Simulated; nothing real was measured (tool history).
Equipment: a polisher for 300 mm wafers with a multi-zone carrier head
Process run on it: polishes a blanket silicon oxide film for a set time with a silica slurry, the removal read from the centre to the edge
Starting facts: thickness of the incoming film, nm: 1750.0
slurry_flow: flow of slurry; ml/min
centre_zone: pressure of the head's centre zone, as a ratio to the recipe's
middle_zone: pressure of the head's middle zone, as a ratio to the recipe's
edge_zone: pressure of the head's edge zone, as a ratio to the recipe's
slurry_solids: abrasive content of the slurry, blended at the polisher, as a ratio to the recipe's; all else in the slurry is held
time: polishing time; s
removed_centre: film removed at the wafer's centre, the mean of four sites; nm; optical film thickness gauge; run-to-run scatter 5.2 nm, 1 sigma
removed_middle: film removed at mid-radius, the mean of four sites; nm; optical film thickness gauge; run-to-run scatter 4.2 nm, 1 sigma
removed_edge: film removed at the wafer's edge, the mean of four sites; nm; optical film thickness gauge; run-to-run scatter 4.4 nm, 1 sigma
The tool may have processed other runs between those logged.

run 1 hour=0.0 | slurry_flow=295 centre_zone=1.00 middle_zone=1.00 edge_zone=1.00 slurry_solids=1.00 time=43 | removed_centre=266.29 removed_middle=279.27 removed_edge=273.54
run 2 hour=3.9 | slurry_flow=295 centre_zone=1.00 middle_zone=1.03 edge_zone=1.01 slurry_solids=1.10 time=44 | removed_centre=292.83 removed_middle=296.68 removed_edge=289.30
run 3 hour=5.2 | slurry_flow=295 centre_zone=1.00 middle_zone=1.03 edge_zone=1.01 slurry_solids=1.25 time=44 | removed_centre=303.71 removed_middle=320.02 removed_edge=304.16
run 4 hour=13.0 | slurry_flow=295 centre_zone=1.00 middle_zone=1.03 edge_zone=1.01 slurry_solids=1.40 time=44 | removed_centre=328.77 removed_middle=332.52 removed_edge=326.57
run 5 hour=15.6 | slurry_flow=300 centre_zone=0.99 middle_zone=1.05 edge_zone=1.02 slurry_solids=1.40 time=45 | removed_centre=325.76 removed_middle=352.63 removed_edge=329.22
run 6 hour=20.9 | slurry_flow=325 centre_zone=0.99 middle_zone=1.05 edge_zone=1.02 slurry_solids=1.40 time=45 | removed_centre=329.13 removed_middle=349.92 removed_edge=335.42
run 7 hour=25.7 | slurry_flow=325 centre_zone=0.98 middle_zone=1.07 edge_zone=1.03 slurry_solids=1.40 time=46 | removed_centre=334.35 removed_middle=366.44 removed_edge=343.03
run 8 hour=27.4 | slurry_flow=325 centre_zone=0.98 middle_zone=1.07 edge_zone=1.03 slurry_solids=1.40 time=46 | removed_centre=327.12 removed_middle=360.03 removed_edge=341.45
run 9 hour=35.4 | slurry_flow=325 centre_zone=0.98 middle_zone=1.08 edge_zone=1.03 slurry_solids=1.40 time=47 | removed_centre=328.46 removed_middle=377.83 removed_edge=354.57
run 10 hour=42.4 | slurry_flow=325 centre_zone=0.99 middle_zone=1.09 edge_zone=1.03 slurry_solids=1.40 time=47 | removed_centre=341.13 removed_middle=383.66 removed_edge=353.09
run 11 hour=47.1 | slurry_flow=325 centre_zone=0.99 middle_zone=1.10 edge_zone=1.04 slurry_solids=1.40 time=47 | removed_centre=343.42 removed_middle=383.24 removed_edge=356.08
run 12 hour=51.4 | slurry_flow=325 centre_zone=0.99 middle_zone=1.11 edge_zone=1.04 slurry_solids=1.40 time=47 | removed_centre=339.17 removed_middle=385.01 removed_edge=349.59
run 13 hour=58.7 | slurry_flow=330 centre_zone=0.99 middle_zone=1.12 edge_zone=1.05 slurry_solids=1.40 time=47 | removed_centre=333.79 removed_middle=385.64 removed_edge=350.09
run 14 hour=63.1 | slurry_flow=330 centre_zone=0.99 middle_zone=1.13 edge_zone=1.05 slurry_solids=1.40 time=47 | removed_centre=343.22 removed_middle=389.39 removed_edge=354.41
run 15 hour=69.2 | slurry_flow=330 centre_zone=0.99 middle_zone=1.13 edge_zone=1.05 slurry_solids=1.40 time=47 | removed_centre=340.44 removed_middle=387.56 removed_edge=349.92
run 16 hour=74.7 | slurry_flow=330 centre_zone=0.98 middle_zone=1.14 edge_zone=1.05 slurry_solids=1.40 time=47 | removed_centre=341.41 removed_middle=391.57 removed_edge=351.74

What will run 17 give?
run 17 hour=83.6 | slurry_flow=335 centre_zone=0.97 middle_zone=1.15 edge_zone=1.05 slurry_solids=1.40 time=47 | removed_centre=? removed_middle=? removed_edge=?

removed_centre: 332.14 nm
removed_middle: 397.97 nm
removed_edge: 355.98 nm
